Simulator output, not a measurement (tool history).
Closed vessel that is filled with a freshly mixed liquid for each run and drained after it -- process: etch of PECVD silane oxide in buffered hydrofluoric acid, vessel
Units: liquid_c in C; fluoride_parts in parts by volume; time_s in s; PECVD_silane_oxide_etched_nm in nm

| run | hour | liquid_c | fluoride_parts | time_s | PECVD_silane_oxide_etched_nm |
|---|---|---|---|---|---|
| 1 | 0 | 24 | 22.5 | 105 | 168.52 |
| 2 | 7.5 | 24 | 28 | 105 | 145.54 |
| 3 | 9.7 | 24 | 30 | 105 | 138.35 |
| 4 | 17.6 | 25.5 | 30 | 105 | 148.61 |
| 5 | 24.2 | 25.5 | 26.5 | 105 | 163.62 |
| 6 | 31.2 | 27 | 26.5 | 105 | 176.78 |
| 7 | 32.6 | 28 | 26 | 105 | 190.29 |

What does the tool deliver on the next run?
| 8 | 34.2 | 29 | 26 | 105 | ? |

PECVD_silane_oxide_etched_nm: 199.84 nm
